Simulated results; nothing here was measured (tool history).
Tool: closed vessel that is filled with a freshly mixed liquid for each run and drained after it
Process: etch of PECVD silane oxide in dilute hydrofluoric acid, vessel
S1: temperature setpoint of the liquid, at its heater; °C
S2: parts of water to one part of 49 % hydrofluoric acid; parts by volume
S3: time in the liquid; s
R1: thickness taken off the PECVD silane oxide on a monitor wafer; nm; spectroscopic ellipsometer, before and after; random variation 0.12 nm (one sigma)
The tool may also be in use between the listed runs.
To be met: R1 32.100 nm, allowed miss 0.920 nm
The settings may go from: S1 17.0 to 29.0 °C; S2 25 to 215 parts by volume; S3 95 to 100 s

run	day	S1	S2	S3	R1
1	0.000	21.0	120	95	16.156
2	0.246	22.5	110	95	18.985
3	0.354	24.0	105	95	21.224
4	0.721	25.0	100	95	23.329
5	0.767	25.0	140	95	15.786
6	0.942	28.5	140	95	17.932
7	0.996	28.5	125	95	20.559
8	1.346	28.5	115	95	22.615
9	1.571	28.5	105	95	25.247
10	1.871	28.5	100	95	26.673
11	2.054	28.5	95	95	28.007
12	2.100	28.5	90	95	29.844

4 next moves are on the table. One of them brings every result within its allowed miss. Which?
A	2.146	29.0	95	100	?
B	2.146	27.0	75	95	?
C	2.146	29.0	85	100	?
D	2.146	29.0	90	100	?

move	R1
A	30.311
B	34.706
C	34.356
D	32.219
A: nearer than the last run, and not there yet
B: takes the result that was furthest off past its target
C: takes the result that was furthest off past its target
D: meets every target
Answer: D
